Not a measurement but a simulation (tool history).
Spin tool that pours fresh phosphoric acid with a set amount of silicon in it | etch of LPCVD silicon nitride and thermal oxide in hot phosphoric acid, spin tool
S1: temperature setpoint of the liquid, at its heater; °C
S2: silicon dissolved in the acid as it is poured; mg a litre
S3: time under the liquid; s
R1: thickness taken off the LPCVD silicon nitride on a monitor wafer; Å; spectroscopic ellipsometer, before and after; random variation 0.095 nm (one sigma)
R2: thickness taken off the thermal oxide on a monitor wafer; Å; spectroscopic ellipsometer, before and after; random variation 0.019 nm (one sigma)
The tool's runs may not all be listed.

run,day,S1,S2,S3,R1,R2
1,0,163,9.5,180,165.55,4.8958
2,0.062,163,9.5,140,128.24,3.7531
3,0.275,163,13,140,128.42,3.6055
4,0.508,164,13,140,134.65,3.6352
5,0.688,164,9.5,140,133.43,4.3199
6,0.908,164,6.5,140,133.42,4.3275
7,0.975,164,7,140,133.73,4.0843
8,1.283,164,7.5,140,134.13,4.0057

The next listed run, before its measurement:
9,1.562,164,7.5,140,?,?

Run 9 gave R1 132.79 Å, R2 4.7179 Å.
